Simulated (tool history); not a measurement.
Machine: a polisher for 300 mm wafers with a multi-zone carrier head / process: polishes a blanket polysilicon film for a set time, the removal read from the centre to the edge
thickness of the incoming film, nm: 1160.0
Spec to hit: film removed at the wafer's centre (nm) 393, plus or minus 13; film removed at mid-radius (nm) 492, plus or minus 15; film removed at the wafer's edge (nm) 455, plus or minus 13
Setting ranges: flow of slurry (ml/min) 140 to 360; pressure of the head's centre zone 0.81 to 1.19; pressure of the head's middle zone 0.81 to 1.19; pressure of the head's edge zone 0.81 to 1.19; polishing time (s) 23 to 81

| run | hour | flow of slurry (ml/min) | pressure of the head's centre zone | pressure of the head's middle zone | pressure of the head's edge zone | polishing time (s) | film removed at the wafer's centre (nm) | film removed at mid-radius (nm) | film removed at the wafer's edge (nm) |
|---|---|---|---|---|---|---|---|---|---|
| 1 | 0 | 230 | 1 | 1 | 1 | 52 | 393.55 | 383.19 | 399.67 |
| 2 | 5.7 | 240 | 0.98 | 1.04 | 1.03 | 53 | 389.75 | 408.53 | 422.82 |
| 3 | 8.8 | 255 | 0.98 | 1.07 | 1.03 | 53 | 397 | 415.29 | 421.29 |
| 4 | 16.2 | 255 | 0.98 | 1.07 | 0.95 | 53 | 394.51 | 423.58 | 411.16 |
| 5 | 17.2 | 265 | 0.97 | 1.1 | 0.96 | 53 | 394.8 | 439.37 | 414.2 |
| 6 | 25.4 | 265 | 0.97 | 1.1 | 0.96 | 64 | 476.28 | 518.09 | 503.1 |
| 7 | 26.9 | 255 | 0.95 | 1.1 | 0.94 | 63 | 459.26 | 507.49 | 482.07 |
| 8 | 32.3 | 195 | 0.85 | 1.1 | 0.93 | 62 | 378.51 | 475.03 | 448.34 |
| 9 | 38.1 | 200 | 0.85 | 1.1 | 0.93 | 62 | 376.18 | 481.25 | 461.97 |
| 10 | 43.1 | 200 | 0.85 | 1.1 | 0.93 | 62 | 380.49 | 473.51 | 458.98 |
|  | 47.5 | slurry nozzle cleaned |
| 11 | 47.5 | 225 | 0.87 | 1.14 | 0.9 | 62 | 444.56 | 543.98 | 490.58 |
| 12 | 55 | 210 | 0.87 | 1.14 | 0.9 | 62 | 437.7 | 543.21 | 493.76 |
| 13 | 57.6 | 210 | 0.86 | 1.13 | 0.89 | 62 | 431.75 | 535.17 | 487.37 |

5 next moves are on the table. One of them brings every result within its allowed miss. Which?
| A | 60.2 | 170 | 0.85 | 1.11 | 0.9 | 59 | ? | ? | ? |
| B | 60.2 | 300 | 0.94 | 1.08 | 0.88 | 59 | ? | ? | ? |
| C | 60.2 | 220 | 0.88 | 0.95 | 0.98 | 66 | ? | ? | ? |
| D | 60.2 | 195 | 0.86 | 1.17 | 0.88 | 61 | ? | ? | ? |
| E | 60.2 | 250 | 0.85 | 1.07 | 0.96 | 64 | ? | ? | ? |

| move | film removed at the wafer's centre (nm) | film removed at mid-radius (nm) | film removed at the wafer's edge (nm) |
|---|---|---|---|
| A | 388.3 | 491.01 | 452.9 |
| B | 468.88 | 518.34 | 476.01 |
| C | 470.7 | 501.59 | 541.94 |
| D | 417.27 | 543.79 | 471.8 |
| E | 449.36 | 546.94 | 526.73 |
A: each result inside its tolerance
B: moves away from the targets compared with the last run
C: moves away from the targets compared with the last run
D: moves away from the targets compared with the last run
E: moves away from the targets compared with the last run
The right move is A.

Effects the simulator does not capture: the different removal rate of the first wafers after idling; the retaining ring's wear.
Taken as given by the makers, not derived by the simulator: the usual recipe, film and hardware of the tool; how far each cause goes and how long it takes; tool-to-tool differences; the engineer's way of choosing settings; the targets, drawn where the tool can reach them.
